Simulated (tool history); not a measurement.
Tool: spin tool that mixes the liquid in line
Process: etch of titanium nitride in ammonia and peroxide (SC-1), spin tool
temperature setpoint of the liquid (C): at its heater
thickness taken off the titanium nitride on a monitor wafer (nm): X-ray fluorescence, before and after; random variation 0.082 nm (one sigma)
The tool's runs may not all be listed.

| run | hour | temperature setpoint of the liquid (C) | parts of water to one part of 30 % peroxide (parts by volume) | parts of 29 % ammonia solution to one part of 30 % peroxide (parts by volume) | time under the liquid (s) | thickness taken off the titanium nitride on a monitor wafer (nm) |
|---|---|---|---|---|---|---|
| 1 | 0 | 48 | 6 | 0.75 | 290 | 34.604 |
| 2 | 4.4 | 48 | 6 | 0.75 | 290 | 34.289 |
| 3 | 6.5 | 46.5 | 6 | 0.75 | 290 | 30.986 |
| 4 | 9.7 | 45.5 | 6 | 0.75 | 290 | 28.625 |
| 5 | 11.4 | 45.5 | 5 | 0.75 | 290 | 31.349 |
| 6 | 13.1 | 44.5 | 5 | 0.75 | 290 | 29.03 |
| 7 | 18.4 | 43.5 | 5 | 0.75 | 290 | 27.228 |
| 8 | 22.6 | 42.5 | 5 | 0.75 | 290 | 24.927 |
| 9 | 25.3 | 42.5 | 5 | 0.75 | 290 | 25.054 |

The next listed run, before its measurement:
| 10 | 30.4 | 42.5 | 5 | 0.75 | 290 | ? |

thickness taken off the titanium nitride on a monitor wafer (nm): 25.299
